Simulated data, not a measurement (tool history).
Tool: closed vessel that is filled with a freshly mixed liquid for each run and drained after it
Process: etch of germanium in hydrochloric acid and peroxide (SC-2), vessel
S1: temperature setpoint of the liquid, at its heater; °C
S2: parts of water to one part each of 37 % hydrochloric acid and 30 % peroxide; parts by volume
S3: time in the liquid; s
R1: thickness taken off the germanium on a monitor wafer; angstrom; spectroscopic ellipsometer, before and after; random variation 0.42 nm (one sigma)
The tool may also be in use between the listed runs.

Run 1, hour 0: S1 50 °C, S2 5 parts by volume, S3 30 s. Result: R1 683.28 angstrom.
Run 2, hour 7.2: S1 50 °C, S2 5 parts by volume, S3 30 s. Result: R1 681.53 angstrom.
Run 3, hour 10.9: S1 48 °C, S2 5 parts by volume, S3 30 s. Result: R1 641.82 angstrom.
Run 4, hour 17.9: S1 46.5 °C, S2 5 parts by volume, S3 30 s. Result: R1 621.82 angstrom.
Run 5, hour 20.9: S1 45.5 °C, S2 5 parts by volume, S3 30 s. Result: R1 589.82 angstrom.
Run 6, hour 22.9: S1 51 °C, S2 5 parts by volume, S3 30 s. Result: R1 705.92 angstrom.
Run 7, hour 23.9: S1 49 °C, S2 5 parts by volume, S3 30 s. Result: R1 654.93 angstrom.

Forecast run 8:
Run 8, hour 32.3: S1 47.5 °C, S2 5 parts by volume, S3 30 s. Result: R1 ?.

{"run 8": {"R1": 620.39}}
